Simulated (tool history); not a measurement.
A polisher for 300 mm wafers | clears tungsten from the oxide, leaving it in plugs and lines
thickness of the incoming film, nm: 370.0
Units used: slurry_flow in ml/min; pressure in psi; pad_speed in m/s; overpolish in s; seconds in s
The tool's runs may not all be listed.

| run | hour | slurry_flow | pressure | pad_speed | slurry_solids | overpolish | seconds |
|---|---|---|---|---|---|---|---|
| 1 | 0.0 | 140 | 2.4 | 0.94 | 1.00 | 8 | 151.980 |
| 2 | 4.0 | 140 | 2.4 | 1.12 | 1.00 | 8 | 128.820 |
| 3 | 9.1 | 140 | 2.4 | 1.12 | 1.15 | 8 | 125.750 |
| 4 | 12.3 | 150 | 2.6 | 1.12 | 1.15 | 8 | 113.680 |
| 5 | 14.2 | 150 | 2.6 | 0.98 | 1.15 | 8 | 130.460 |
| 6 | 21.1 | 150 | 2.3 | 0.98 | 1.15 | 8 | 145.240 |
| 7 | 22.3 | 185 | 2.9 | 1.00 | 1.15 | 8 | 108.900 |

Run 8 is up next; what results do you expect?
| 8 | 27.8 | 195 | 3.4 | 1.00 | 1.15 | 8 | ? |

{"run 8": {"seconds": 94.005}}
